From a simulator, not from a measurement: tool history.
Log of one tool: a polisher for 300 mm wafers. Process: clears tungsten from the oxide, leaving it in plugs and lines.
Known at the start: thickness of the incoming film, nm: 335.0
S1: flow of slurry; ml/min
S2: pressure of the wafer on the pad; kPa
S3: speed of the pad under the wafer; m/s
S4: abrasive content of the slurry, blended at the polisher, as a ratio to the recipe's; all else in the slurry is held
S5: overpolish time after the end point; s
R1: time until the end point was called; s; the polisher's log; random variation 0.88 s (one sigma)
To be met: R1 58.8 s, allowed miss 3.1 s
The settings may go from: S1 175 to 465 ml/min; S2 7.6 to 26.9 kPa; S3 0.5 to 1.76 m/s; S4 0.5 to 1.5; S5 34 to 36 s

run  hour   S1    S2    S3    S4  S5      R1
  1     0  295  17.2  1.12     1  34  81.037
  2   1.6  295  17.2  1.12     1  34  80.988
  3   4.5  295  17.9  1.12     1  34  80.727
  4   8.8  295  17.9  1.12   1.1  34  75.856
  5  13.4  295  17.9  1.12  0.95  34  79.562
  6  17.4  295  13.8  1.12  0.95  34  103.62
  7  22.3  295  13.8  1.12  0.95  34  102.61
  8  25.3  295  18.6  1.18  0.95  34  71.437
  9  31.1  295    20  1.18  0.95  34  68.337
 10  38.3  295  21.4   1.2  0.95  34   62.72
 11  45.6  295  21.4   1.2  0.95  34  61.096

5 next moves are on the table. One of them brings every result within its allowed miss. Which?
  A  52.9  260  22.1     1  1.15  36   ?
  B  52.9  280  22.8  1.14   0.8  36   ?
  C  52.9  270  23.4  1.04   0.8  34   ?
  D  52.9  265  21.4  1.34   0.8  34   ?
  E  52.9  250  18.6  1.22  0.95  34   ?

move      R1
   A  70.447
   B    63.6
   C  67.792
   D   58.04
   E  71.014
A: further off than the last run
B: further off than the last run
C: further off than the last run
D: meets every target
E: further off than the last run
The right move is D.
